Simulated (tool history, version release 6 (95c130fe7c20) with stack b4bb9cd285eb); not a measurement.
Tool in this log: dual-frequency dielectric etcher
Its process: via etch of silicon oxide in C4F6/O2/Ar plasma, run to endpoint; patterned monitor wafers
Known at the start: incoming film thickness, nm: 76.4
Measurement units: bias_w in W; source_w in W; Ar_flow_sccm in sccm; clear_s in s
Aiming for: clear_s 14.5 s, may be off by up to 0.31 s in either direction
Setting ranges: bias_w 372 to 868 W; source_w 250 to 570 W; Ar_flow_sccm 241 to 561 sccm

run,hour,bias_w,source_w,Ar_flow_sccm,clear_s
1,0,620,410,401,15.953
2,7.9,530,410,401,17.098
3,10.5,530,340,401,18.013
4,15.5,600,340,401,17.01
5,19.9,600,390,401,16.45
6,23.3,600,390,456,16.684
7,25.9,724,420,449,15.064
8,31.7,737,420,448,15.038

4 next moves are on the table. One of them brings every result within its allowed miss. Which?
A,37.5,678,400,395,?
B,37.5,760,370,446,?
C,37.5,747,480,475,?
D,37.5,716,380,475,?

move,clear_s
A,15.486
B,15.34
C,14.543
D,15.81
A: further off than the last run
B: further off than the last run
C: every result lands within tolerance
D: further off than the last run
Go with C: it meets all targets.
